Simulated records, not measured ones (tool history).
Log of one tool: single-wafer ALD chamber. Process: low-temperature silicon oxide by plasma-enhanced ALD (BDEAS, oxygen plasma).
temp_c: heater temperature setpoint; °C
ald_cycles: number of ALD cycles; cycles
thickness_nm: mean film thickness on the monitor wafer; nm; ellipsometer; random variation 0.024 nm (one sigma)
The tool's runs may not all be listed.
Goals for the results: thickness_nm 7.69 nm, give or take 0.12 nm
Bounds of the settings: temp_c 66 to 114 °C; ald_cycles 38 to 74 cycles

Run 1, hour 0: temp_c 90 °C, ald_cycles 56 cycles. Result: thickness_nm 9.0264 nm.
Run 2, hour 5.8: temp_c 97 °C, ald_cycles 56 cycles. Result: thickness_nm 8.8482 nm.
Run 3, hour 14.4: temp_c 102 °C, ald_cycles 56 cycles. Result: thickness_nm 8.7448 nm.
Run 4, hour 15.8: temp_c 103 °C, ald_cycles 55 cycles. Result: thickness_nm 8.5237 nm.
Run 5, hour 20.4: temp_c 97 °C, ald_cycles 55 cycles. Result: thickness_nm 8.6876 nm.
Run 6, hour 28.6: temp_c 97 °C, ald_cycles 50 cycles. Result: thickness_nm 7.9108 nm.
Run 7, hour 32.4: temp_c 98 °C, ald_cycles 50 cycles. Result: thickness_nm 7.8863 nm.
Run 8, hour 33.1: temp_c 99 °C, ald_cycles 50 cycles. Result: thickness_nm 7.8507 nm.

Next run, 5 choices. One meets every target within its allowed miss, the rest don't. Which?
Run A, hour 33.8: temp_c 94 °C, ald_cycles 50 cycles. Result: thickness_nm ?.
Run B, hour 33.8: temp_c 95 °C, ald_cycles 50 cycles. Result: thickness_nm ?.
Run C, hour 33.8: temp_c 99 °C, ald_cycles 53 cycles. Result: thickness_nm ?.
Run D, hour 33.8: temp_c 102 °C, ald_cycles 51 cycles. Result: thickness_nm ?.
Run E, hour 33.8: temp_c 100 °C, ald_cycles 49 cycles. Result: thickness_nm ?.

move  thickness_nm
   A        7.9603
   B        7.9345
   C        8.3016
   D        7.9237
   E        7.6498
A: further off than the last run
B: further off than the last run
C: further off than the last run
D: further off than the last run
E: in spec on every target
E meets every target.
